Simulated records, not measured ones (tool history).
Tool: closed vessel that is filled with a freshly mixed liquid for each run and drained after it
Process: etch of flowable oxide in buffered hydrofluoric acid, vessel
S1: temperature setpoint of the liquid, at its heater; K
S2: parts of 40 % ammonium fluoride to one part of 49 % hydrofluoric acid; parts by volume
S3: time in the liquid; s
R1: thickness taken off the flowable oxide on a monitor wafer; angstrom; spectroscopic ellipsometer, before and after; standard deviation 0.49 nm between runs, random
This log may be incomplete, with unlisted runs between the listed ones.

run	day	S1	S2	S3	R1
1	0.000	298.15	21.0	30	637.09
2	0.171	298.15	21.0	30	637.72
3	0.308	297.15	21.0	30	602.20
4	0.446	297.15	16.0	30	767.23
5	0.633	295.65	16.0	30	700.45
6	0.875	295.65	13.0	30	860.82

Predict the results of run 7:
7	1.033	294.15	14.0	30	?

Run 7 came out at R1 746.74 angstrom.
